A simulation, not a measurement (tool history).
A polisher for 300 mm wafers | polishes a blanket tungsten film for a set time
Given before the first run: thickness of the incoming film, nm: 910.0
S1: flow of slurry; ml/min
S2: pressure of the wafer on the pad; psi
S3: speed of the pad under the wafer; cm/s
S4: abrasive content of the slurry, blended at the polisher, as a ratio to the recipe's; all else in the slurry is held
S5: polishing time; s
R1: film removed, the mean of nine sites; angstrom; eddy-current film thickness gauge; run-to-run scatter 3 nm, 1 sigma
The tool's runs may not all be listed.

run	hour	S1	S2	S3	S4	S5	R1
1	0	225	4.6	120	1	25	1411.4
2	1.2	225	4.6	120	1	22	1285
3	8.1	225	4.6	120	1	22	1271.8
4	10.1	225	4.6	120	0.9	22	1267.2
5	17	225	4.6	142	0.9	22	1405.9
6	24.5	225	5.4	144	0.9	22	1697.8

What does the tool deliver on the next run?
7	28.2	225	6	146	0.9	22	?

{"run 7": {"R1": 1869.1}}

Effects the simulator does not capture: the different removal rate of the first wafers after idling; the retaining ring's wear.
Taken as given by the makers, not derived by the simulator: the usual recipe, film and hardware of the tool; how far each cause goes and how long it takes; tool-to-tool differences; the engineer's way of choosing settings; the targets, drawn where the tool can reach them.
